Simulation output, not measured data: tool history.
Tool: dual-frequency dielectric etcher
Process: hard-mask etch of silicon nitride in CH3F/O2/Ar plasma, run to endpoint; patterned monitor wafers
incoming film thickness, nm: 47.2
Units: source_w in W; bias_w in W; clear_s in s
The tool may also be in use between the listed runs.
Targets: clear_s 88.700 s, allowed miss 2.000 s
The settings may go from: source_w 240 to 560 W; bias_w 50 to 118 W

run,hour,source_w,bias_w,clear_s
1,0.0,400,84,65.494
2,4.1,370,84,67.131
3,10.2,340,84,69.324
4,10.8,340,70,76.055
5,13.8,320,67,79.717
6,17.0,360,67,75.102
7,24.3,330,66,78.480
8,27.7,310,65,81.848
9,33.4,300,65,82.891
10,35.0,290,65,84.089
11,40.3,240,62,94.044
12,48.8,250,62,91.572

5 next moves are on the table. One of them brings every result within its allowed miss. Which?
A,57.3,240,72,?
B,57.3,270,69,?
C,57.3,260,55,?
D,57.3,300,64,?
E,57.3,270,72,?

move,clear_s
A,88.281
B,84.996
C,95.637
D,83.579
E,83.421
A: meets every target
B: takes the result that was furthest off past its target
C: further off than the last run
D: takes the result that was furthest off past its target
E: takes the result that was furthest off past its target
The right move is A.
